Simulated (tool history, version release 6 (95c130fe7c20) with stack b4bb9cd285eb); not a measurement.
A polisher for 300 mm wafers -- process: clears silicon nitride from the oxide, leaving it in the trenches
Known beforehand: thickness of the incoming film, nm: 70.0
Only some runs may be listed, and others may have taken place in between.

run	day	flow of slurry (ml/min)	pressure of the wafer on the pad (kPa)	speed of the pad under the wafer (cm/s)	overpolish time after the end point (s)	time until the end point was called (s)
1	0.000	310	11.0	88	29	136.48
2	0.079	310	11.0	88	31	138.70
3	0.417	310	11.0	88	29	135.17
4	0.671	310	9.7	88	29	153.39
5	0.875	310	10.3	88	29	144.91
6	1.121	310	10.3	88	31	145.17

Run 7 has not been measured yet. What should we expect?
7	1.308	310	9.7	88	31	?

time until the end point was called (s): 155.85
